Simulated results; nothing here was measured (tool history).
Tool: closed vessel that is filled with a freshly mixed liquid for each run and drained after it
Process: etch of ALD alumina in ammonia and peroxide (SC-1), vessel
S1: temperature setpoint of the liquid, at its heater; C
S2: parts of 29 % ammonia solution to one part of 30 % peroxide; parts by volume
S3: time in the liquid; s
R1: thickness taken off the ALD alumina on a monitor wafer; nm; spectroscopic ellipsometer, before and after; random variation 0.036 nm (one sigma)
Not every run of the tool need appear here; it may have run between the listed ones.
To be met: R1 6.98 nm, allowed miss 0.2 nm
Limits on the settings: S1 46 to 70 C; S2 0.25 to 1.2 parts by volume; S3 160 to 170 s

run 1 hour=0 | S1=62 S2=0.95 S3=160 | R1=14.049
run 2 hour=1.7 | S1=62 S2=0.95 S3=170 | R1=14.84
run 3 hour=4.8 | S1=59.5 S2=0.95 S3=170 | R1=12.99
run 4 hour=6.5 | S1=57.5 S2=0.95 S3=170 | R1=11.639
run 5 hour=7.1 | S1=57.5 S2=1.2 S3=170 | R1=12.097
run 6 hour=15.1 | S1=55.5 S2=1.2 S3=170 | R1=10.803
run 7 hour=19.7 | S1=54 S2=1.2 S3=170 | R1=10.024
run 8 hour=24.7 | S1=53 S2=1.2 S3=170 | R1=9.5726
run 9 hour=28 | S1=53 S2=1.2 S3=170 | R1=9.437
run 10 hour=32.8 | S1=52 S2=1.2 S3=170 | R1=9.0211
run 11 hour=41.5 | S1=51 S2=1.2 S3=170 | R1=8.5184
run 12 hour=45.4 | S1=50.5 S2=1.2 S3=170 | R1=8.2914
run 13 hour=51.2 | S1=50.5 S2=1.2 S3=170 | R1=8.3394

4 next moves are on the table. One of them brings every result within its allowed miss. Which?
run A hour=57 | S1=50.5 S2=1.05 S3=160 | R1=?
run B hour=57 | S1=47.5 S2=1 S3=170 | R1=?
run C hour=57 | S1=50 S2=0.95 S3=165 | R1=?
run D hour=57 | S1=56 S2=1.2 S3=170 | R1=?

move=A R1=7.6911
move=B R1=6.8897
move=C R1=7.6438
move=D R1=11.122
A: an improvement on the last run, though not all results are within tolerance
B: meets every target
C: an improvement on the last run, though not all results are within tolerance
D: the biggest miss grows against the last run
Answer: B
